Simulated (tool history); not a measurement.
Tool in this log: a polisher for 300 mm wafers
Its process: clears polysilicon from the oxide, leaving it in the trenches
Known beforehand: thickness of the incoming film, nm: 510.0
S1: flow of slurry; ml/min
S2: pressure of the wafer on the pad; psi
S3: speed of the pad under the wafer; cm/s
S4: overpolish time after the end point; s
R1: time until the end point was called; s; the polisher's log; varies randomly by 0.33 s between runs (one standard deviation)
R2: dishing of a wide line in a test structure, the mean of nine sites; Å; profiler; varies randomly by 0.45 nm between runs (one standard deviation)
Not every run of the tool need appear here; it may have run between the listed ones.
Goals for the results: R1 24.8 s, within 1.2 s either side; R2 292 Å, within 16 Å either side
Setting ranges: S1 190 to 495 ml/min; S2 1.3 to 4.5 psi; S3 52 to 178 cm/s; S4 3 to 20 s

run  hour   S1   S2   S3  S4      R1      R2
  1     0  320  2.9  114  10  32.501  347.84
  2   2.6  265  2.9  114  10   33.04  350.03
  3   4.2  265  2.9   90  10  41.714  336.17
  4   9.5  325  3.3   86   8  36.943  353.74
  5  16.1  290  3.1  106   7  32.969  342.04
  6  17.6  290  3.1   90   7  38.771  333.61
  7  18.9  380  3.9   80   3  32.827  255.54
  8  22.3  370    4   84   4  31.297  290.85
  9  25.3  375  4.1   86   4  29.474  295.82
 10  30.9  385  4.2   88   4  28.422  312.05
 11  34.2  415  4.2   92   4  27.092  313.45
 12  40.8  375  4.3   92   4  26.571  308.01
 13  41.5  370  4.4   92   4  26.027  320.97
 14  46.5  400  4.4   92   4  26.135  319.41

Which of these 5 next moves meets every target?
  A  51.5  460  3.6  118   3   ?   ?
  B  51.5  380  4.5   86   6   ?   ?
  C  51.5  415  4.4   84   3   ?   ?
  D  51.5  350  3.8  106   6   ?   ?
  E  51.5  390  4.2   90   7   ?   ?

move      R1      R2
   A  24.485  289.98
   B   27.07  339.31
   C  28.126  273.85
   D  26.281   340.8
   E  27.671  345.26
A: in spec on every target
B: lands further from the targets than the last run did
C: takes the result that was furthest off past its target
D: lands further from the targets than the last run did
E: lands further from the targets than the last run did
A meets every target.
